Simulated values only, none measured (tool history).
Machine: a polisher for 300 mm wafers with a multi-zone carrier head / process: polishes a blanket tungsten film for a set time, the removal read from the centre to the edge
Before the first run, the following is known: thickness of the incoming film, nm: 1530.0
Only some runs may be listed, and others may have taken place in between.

run  hour  flow of slurry (ml/min)  pressure of the head's centre zone  pressure of the head's middle zone  pressure of the head's edge zone  abrasive content of the slurry  polishing time (s)  film removed at the wafer's centre (Å)  film removed at mid-radius (Å)  film removed at the wafer's edge (Å)
  1   0.0                      180                                1.00                                1.00                              1.00                             1.0                  83                                  4778.4                          4564.6                                4815.5
  2   8.7                      180                                1.00                                1.00                              0.95                             1.0                  83                                  4731.4                          4682.1                                4680.5
  3  16.5                      180                                1.00                                1.00                              0.95                             0.9                  83                                  4584.5                          4431.9                                4555.7
  4  22.1                      190                                1.03                                1.01                              0.97                             0.9                  83                                  4794.3                          4523.5                                4657.1
  5  25.4                      190                                1.03                                1.01                              0.97                             1.1                  83                                  5094.5                          4863.0                                4947.8
     28.7  -- slurry nozzle cleaned
  6  28.7                      190                                1.03                                1.04                              0.97                             1.1                  83                                  5539.2                          5390.4                                5107.0

Run 7 has not been measured yet. What should we expect?
  7  33.0                      200                                1.05                                1.03                              0.97                             1.1                  83                                       ?                               ?                                     ?

{"run 7": {"film removed at the wafer's centre (Å)": 5714.9, "film removed at mid-radius (Å)": 5363.3, "film removed at the wafer's edge (Å)": 5321.6}}
